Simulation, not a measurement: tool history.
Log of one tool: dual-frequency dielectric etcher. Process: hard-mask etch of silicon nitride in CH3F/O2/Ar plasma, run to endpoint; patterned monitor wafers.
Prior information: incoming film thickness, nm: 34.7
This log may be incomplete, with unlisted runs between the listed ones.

run    day  source power (W)  bias power (W)  endpoint time (s)
  1  0.000               330              68             59.186
  2  0.138               310              68             60.366
  3  0.462               360              68             55.443
  4  0.492               330              66             57.970
  5  0.521               330              74             55.524
  6  0.783               300              72             58.945

Run 7 is up next; what results do you expect?
  7  0.871               280              70                  ?

Run 7 yielded endpoint time (s) 61.541.

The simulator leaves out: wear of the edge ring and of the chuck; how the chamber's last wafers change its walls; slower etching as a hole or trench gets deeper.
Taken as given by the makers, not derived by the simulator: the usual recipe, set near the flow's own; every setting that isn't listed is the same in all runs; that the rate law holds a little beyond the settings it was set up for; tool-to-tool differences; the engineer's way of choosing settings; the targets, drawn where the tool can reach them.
